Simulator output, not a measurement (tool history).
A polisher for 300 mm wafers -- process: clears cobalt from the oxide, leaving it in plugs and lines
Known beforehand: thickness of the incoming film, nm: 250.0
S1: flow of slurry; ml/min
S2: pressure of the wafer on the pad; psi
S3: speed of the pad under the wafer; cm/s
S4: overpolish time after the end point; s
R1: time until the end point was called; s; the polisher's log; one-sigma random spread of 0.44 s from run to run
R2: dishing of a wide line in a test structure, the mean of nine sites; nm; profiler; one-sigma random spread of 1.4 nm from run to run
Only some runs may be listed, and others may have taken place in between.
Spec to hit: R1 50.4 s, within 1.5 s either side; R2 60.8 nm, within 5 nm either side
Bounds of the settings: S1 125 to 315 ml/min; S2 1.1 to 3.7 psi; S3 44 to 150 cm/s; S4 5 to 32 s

run 1 day=0 | S1=205 S2=2.4 S3=96 S4=16 | R1=38.545 R2=54.008
run 2 day=0.254 | S1=205 S2=2.4 S3=116 S4=16 | R1=32.622 R2=57.632
run 3 day=0.304 | S1=205 S2=2.7 S3=116 S4=16 | R1=29.042 R2=60.494
run 4 day=0.521 | S1=250 S2=2.7 S3=116 S4=16 | R1=28.276 R2=62.424
run 5 day=0.65 | S1=250 S2=2.7 S3=96 S4=16 | R1=33.314 R2=57.304
run 6 day=0.838 | S1=250 S2=3.1 S3=96 S4=16 | R1=28.936 R2=60.277
run 7 day=0.896 | S1=245 S2=2.9 S3=96 S4=17 | R1=31.042 R2=60.042
run 8 day=1.162 | S1=240 S2=2.7 S3=96 S4=18 | R1=33.788 R2=59.001
run 9 day=1.479 | S1=220 S2=2.1 S3=94 S4=26 | R1=44.093 R2=62.905

Which single option among these 4 for the next run brings every result within its allowed miss of target? Just one does.
run A day=1.796 | S1=230 S2=2.1 S3=76 S4=30 | R1=? R2=?
run B day=1.796 | S1=235 S2=1.7 S3=102 S4=27 | R1=? R2=?
run C day=1.796 | S1=200 S2=2.4 S3=96 S4=28 | R1=? R2=?
run D day=1.796 | S1=260 S2=2.7 S3=82 S4=25 | R1=? R2=?

move=A R1=53.471 R2=60.36
move=B R1=49.622 R2=59.497
move=C R1=38.502 R2=66.493
move=D R1=38.492 R2=63.894
A: carries the result that was furthest off beyond its target, to the other side
B: all results in spec
C: the biggest miss grows against the last run
D: the biggest miss grows against the last run
So the answer is move B, the one that meets all the targets.

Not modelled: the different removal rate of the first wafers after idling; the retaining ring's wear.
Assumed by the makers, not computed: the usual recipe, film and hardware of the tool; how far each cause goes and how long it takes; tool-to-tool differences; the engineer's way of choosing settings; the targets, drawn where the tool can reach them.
